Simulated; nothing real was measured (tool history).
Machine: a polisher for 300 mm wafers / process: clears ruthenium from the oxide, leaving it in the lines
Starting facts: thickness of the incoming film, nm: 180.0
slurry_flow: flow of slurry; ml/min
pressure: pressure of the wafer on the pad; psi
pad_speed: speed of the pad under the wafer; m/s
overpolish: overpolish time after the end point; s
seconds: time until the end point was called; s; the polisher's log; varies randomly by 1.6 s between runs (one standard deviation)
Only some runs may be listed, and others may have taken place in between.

run,hour,slurry_flow,pressure,pad_speed,overpolish,seconds
1,0,260,2.1,1.28,41,107.95
2,7.3,295,2.1,1.28,41,107.54
3,15.9,345,2.1,1.28,41,106.58
4,19.3,345,2.1,1.28,44,107.54
5,27,380,2.1,1.28,44,106.45
6,32.5,380,1.9,1.28,44,116.1

Run 7 is up next; what results do you expect?
7,39.8,380,1.7,1.28,44,?

{"run 7": {"seconds": 129.28}}
